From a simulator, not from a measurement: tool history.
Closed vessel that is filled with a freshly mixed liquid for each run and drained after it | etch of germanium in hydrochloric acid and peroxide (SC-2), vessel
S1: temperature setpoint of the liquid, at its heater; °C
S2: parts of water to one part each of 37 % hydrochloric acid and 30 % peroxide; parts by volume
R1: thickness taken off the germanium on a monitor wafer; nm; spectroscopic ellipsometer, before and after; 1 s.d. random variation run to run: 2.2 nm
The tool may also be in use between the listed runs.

Run 1, day 0: S1 49 °C, S2 9 parts by volume, time in the liquid (s) 105. Result: R1 291.38 nm.
Run 2, day 0.062: S1 50.5 °C, S2 9 parts by volume, time in the liquid (s) 105. Result: R1 307.79 nm.
Run 3, day 0.225: S1 50.5 °C, S2 7.5 parts by volume, time in the liquid (s) 105. Result: R1 310 nm.
Run 4, day 0.542: S1 51.5 °C, S2 7.5 parts by volume, time in the liquid (s) 105. Result: R1 323.02 nm.
Run 5, day 0.604: S1 45.5 °C, S2 7.5 parts by volume, time in the liquid (s) 105. Result: R1 260.39 nm.
Run 6, day 0.788: S1 45.5 °C, S2 7.5 parts by volume, time in the liquid (s) 110. Result: R1 275.16 nm.
Run 7, day 0.983: S1 47 °C, S2 7.5 parts by volume, time in the liquid (s) 110. Result: R1 289.84 nm.
Run 8, day 1.196: S1 48 °C, S2 7.5 parts by volume, time in the liquid (s) 110. Result: R1 297.27 nm.
Run 9, day 1.442: S1 49 °C, S2 7.5 parts by volume, time in the liquid (s) 110. Result: R1 308.86 nm.
Run 10, day 1.75: S1 50 °C, S2 7.5 parts by volume, time in the liquid (s) 110. Result: R1 318.83 nm.
Run 11, day 1.825: S1 50.5 °C, S2 7.5 parts by volume, time in the liquid (s) 110. Result: R1 323.69 nm.

Run 12, settings as shown, results not yet in. Your forecast:
Run 12, day 1.9: S1 51 °C, S2 7.5 parts by volume, time in the liquid (s) 110. Result: R1 ?.

For run 12 the tool returned R1 330.36 nm.
